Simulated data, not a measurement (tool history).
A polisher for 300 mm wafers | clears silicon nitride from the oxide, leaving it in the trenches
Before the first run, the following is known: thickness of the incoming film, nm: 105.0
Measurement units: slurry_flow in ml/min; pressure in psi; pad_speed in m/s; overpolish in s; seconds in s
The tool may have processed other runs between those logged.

Run 1, hour 0.0: slurry_flow 215 ml/min, pressure 3.4 psi, pad_speed 0.90 m/s, overpolish 8 s. Result: seconds 124.90 s.
Run 2, hour 8.3: slurry_flow 215 ml/min, pressure 3.4 psi, pad_speed 1.00 m/s, overpolish 8 s. Result: seconds 110.30 s.
Run 3, hour 10.0: slurry_flow 215 ml/min, pressure 3.4 psi, pad_speed 0.86 m/s, overpolish 8 s. Result: seconds 128.90 s.
Run 4, hour 16.3: slurry_flow 215 ml/min, pressure 3.4 psi, pad_speed 0.68 m/s, overpolish 8 s. Result: seconds 164.42 s.
Run 5, hour 17.4: slurry_flow 215 ml/min, pressure 3.0 psi, pad_speed 0.68 m/s, overpolish 8 s. Result: seconds 174.04 s.
Run 6, hour 21.8: slurry_flow 215 ml/min, pressure 3.5 psi, pad_speed 0.68 m/s, overpolish 8 s. Result: seconds 156.84 s.
Run 7, hour 29.6: slurry_flow 215 ml/min, pressure 3.1 psi, pad_speed 0.66 m/s, overpolish 8 s. Result: seconds 174.73 s.

Run 8 is up next; what results do you expect?
Run 8, hour 36.7: slurry_flow 215 ml/min, pressure 3.1 psi, pad_speed 0.66 m/s, overpolish 8 s. Result: seconds ?.

Logged for run 8: seconds 176.49 s.
